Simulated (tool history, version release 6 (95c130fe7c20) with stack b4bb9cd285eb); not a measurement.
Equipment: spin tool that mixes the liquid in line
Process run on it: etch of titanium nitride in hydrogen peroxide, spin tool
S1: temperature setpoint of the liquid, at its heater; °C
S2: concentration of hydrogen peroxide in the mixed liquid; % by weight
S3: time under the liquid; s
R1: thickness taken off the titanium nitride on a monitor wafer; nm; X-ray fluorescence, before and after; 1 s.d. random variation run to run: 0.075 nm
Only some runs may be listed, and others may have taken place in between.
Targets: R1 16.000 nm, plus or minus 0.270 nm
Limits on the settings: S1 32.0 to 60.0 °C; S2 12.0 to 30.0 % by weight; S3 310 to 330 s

run    day    S1    S2   S3      R1
  1  0.000  44.0  22.0  310  10.414
  2  0.325  46.0  22.0  310  12.054
  3  0.446  47.5  22.0  310  13.411
  4  0.504  48.5  22.0  310  14.462
  5  0.708  49.0  22.0  310  14.958
  6  1.012  52.0  22.0  310  18.577
  7  1.104  51.5  22.0  310  18.005
  8  1.267  51.0  22.0  310  17.403
  9  1.350  50.5  22.0  310  16.683

Below are 4 possible settings for the next run. Only one of them brings all results inside the allowed miss of their targets. Which is it?
  A  1.433  50.0  21.5  310   ?
  B  1.433  49.5  21.0  310   ?
  C  1.433  49.5  20.5  310   ?
  D  1.433  48.5  28.0  310   ?

move      R1
   A  16.050
   B  15.401
   C  15.322
   D  15.247
A: in spec on every target
B: takes the biggest miss from the last run beyond its target
C: takes the biggest miss from the last run beyond its target
D: takes the biggest miss from the last run beyond its target
So the answer is move A, the one that meets all the targets.

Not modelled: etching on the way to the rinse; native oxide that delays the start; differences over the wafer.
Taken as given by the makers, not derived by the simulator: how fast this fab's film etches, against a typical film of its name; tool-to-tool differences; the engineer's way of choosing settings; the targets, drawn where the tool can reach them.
